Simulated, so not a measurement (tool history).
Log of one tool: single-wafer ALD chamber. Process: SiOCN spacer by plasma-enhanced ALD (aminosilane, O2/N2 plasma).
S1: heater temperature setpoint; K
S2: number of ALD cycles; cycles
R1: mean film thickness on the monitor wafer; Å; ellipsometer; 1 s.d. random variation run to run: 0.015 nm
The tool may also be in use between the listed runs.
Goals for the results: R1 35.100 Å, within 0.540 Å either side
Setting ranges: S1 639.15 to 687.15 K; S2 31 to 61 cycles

Run 1, hour 0.0: S1 663.15 K, S2 46 cycles. Result: R1 29.667 Å.
Run 2, hour 3.3: S1 653.15 K, S2 46 cycles. Result: R1 29.665 Å.
Run 3, hour 9.3: S1 653.15 K, S2 47 cycles. Result: R1 30.612 Å.
Run 4, hour 18.0: S1 653.15 K, S2 48 cycles. Result: R1 31.157 Å.
Run 5, hour 19.9: S1 653.15 K, S2 49 cycles. Result: R1 32.158 Å.
Run 6, hour 28.6: S1 661.15 K, S2 49 cycles. Result: R1 31.736 Å.
Run 7, hour 33.4: S1 661.15 K, S2 50 cycles. Result: R1 32.238 Å.
Run 8, hour 37.1: S1 661.15 K, S2 51 cycles. Result: R1 32.941 Å.
Run 9, hour 44.6: S1 661.15 K, S2 51 cycles. Result: R1 33.104 Å.
At hour 48.4: thermocouple changed; heater temperature recalibrated.
Run 10, hour 48.4: S1 661.15 K, S2 52 cycles. Result: R1 33.661 Å.
Run 11, hour 49.6: S1 661.15 K, S2 53 cycles. Result: R1 34.417 Å.

Of the 5 settings listed for the next run, only one would bring every result within its allowed miss of target. Which one?
Run A, hour 50.8: S1 666.15 K, S2 52 cycles. Result: R1 ?.
Run B, hour 50.8: S1 666.15 K, S2 54 cycles. Result: R1 ?.
Run C, hour 50.8: S1 678.15 K, S2 52 cycles. Result: R1 ?.
Run D, hour 50.8: S1 669.15 K, S2 52 cycles. Result: R1 ?.
Run E, hour 50.8: S1 658.15 K, S2 52 cycles. Result: R1 ?.

move      R1
   A  33.646
   B  34.940
   C  33.219
   D  33.646
   E  33.646
A: lands further from the targets than the last run did
B: in spec on every target
C: lands further from the targets than the last run did
D: lands further from the targets than the last run did
E: lands further from the targets than the last run did
The move that meets every target is B.
